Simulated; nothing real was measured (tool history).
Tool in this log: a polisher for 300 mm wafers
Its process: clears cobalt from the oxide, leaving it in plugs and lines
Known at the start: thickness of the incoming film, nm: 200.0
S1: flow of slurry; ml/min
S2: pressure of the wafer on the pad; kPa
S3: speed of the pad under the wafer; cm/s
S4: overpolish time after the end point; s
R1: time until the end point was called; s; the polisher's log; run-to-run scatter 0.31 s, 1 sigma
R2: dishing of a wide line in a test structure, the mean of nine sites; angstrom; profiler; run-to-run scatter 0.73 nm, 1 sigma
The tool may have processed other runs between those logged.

run  hour   S1    S2   S3  S4      R1      R2
  1   0.0  270  14.5   98  14  39.348  328.52
  2   7.4  270  11.0   98  14  49.372  294.97
  3  10.2  270  11.0   98  18  49.580  326.31
  4  18.6  270  13.1  100  17  42.679  342.18
  5  25.5  270  14.5  100  16  39.768  348.57
  6  30.9  270  17.2  100  16  33.925  358.18
  7  37.5  270  17.9  100  15  32.819  365.37
  8  44.8  270  18.6  100  14  31.688  354.32
  9  53.6  270  19.3  100  14  30.483  364.26

Predict the results of run 10:
     59.5  -- worn pad replaced by a new one
 10  59.5  270  21.4  102  11   ?   ?

{"run 10": {"R1": 24.256, "R2": 357.6}}

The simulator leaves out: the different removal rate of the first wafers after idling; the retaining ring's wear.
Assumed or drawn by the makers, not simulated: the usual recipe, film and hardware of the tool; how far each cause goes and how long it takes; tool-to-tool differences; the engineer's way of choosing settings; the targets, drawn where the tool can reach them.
